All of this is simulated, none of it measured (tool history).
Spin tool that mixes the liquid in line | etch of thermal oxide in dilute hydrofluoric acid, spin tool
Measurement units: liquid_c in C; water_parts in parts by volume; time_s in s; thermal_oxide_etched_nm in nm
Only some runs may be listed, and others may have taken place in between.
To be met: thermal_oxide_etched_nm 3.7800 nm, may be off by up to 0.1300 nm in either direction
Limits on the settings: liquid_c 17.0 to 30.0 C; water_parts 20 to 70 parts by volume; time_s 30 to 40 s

run	day	liquid_c	water_parts	time_s	thermal_oxide_etched_nm
1	0.000	22.0	40	40	4.5818
2	0.300	21.5	40	40	4.5584
3	0.625	21.5	30	40	6.1142
4	0.679	21.0	30	40	5.9434
5	0.983	18.0	30	40	5.3414
6	1.312	19.5	30	40	5.5535
7	1.458	19.0	30	40	5.4610
8	1.829	18.5	30	40	5.2935
9	2.012	17.5	35	40	4.3383

Below are 5 possible settings for the next run. Only one of them brings all results inside the allowed miss of their targets. Which is it?
A	2.196	17.0	30	40	?
B	2.196	17.5	35	35	?
C	2.196	19.0	35	30	?
D	2.196	18.5	35	40	?
E	2.196	19.5	30	30	?

move	thermal_oxide_etched_nm
A	4.9680
B	3.7874
C	3.4652
D	4.5213
E	4.1557
A: misses by more than the last run did
B: meets every target
C: moves the result that the last run missed by most past its target, out the other side
D: misses by more than the last run did
E: an improvement on the last run, though not all results are within tolerance
B is the move that brings every result within its allowed miss.

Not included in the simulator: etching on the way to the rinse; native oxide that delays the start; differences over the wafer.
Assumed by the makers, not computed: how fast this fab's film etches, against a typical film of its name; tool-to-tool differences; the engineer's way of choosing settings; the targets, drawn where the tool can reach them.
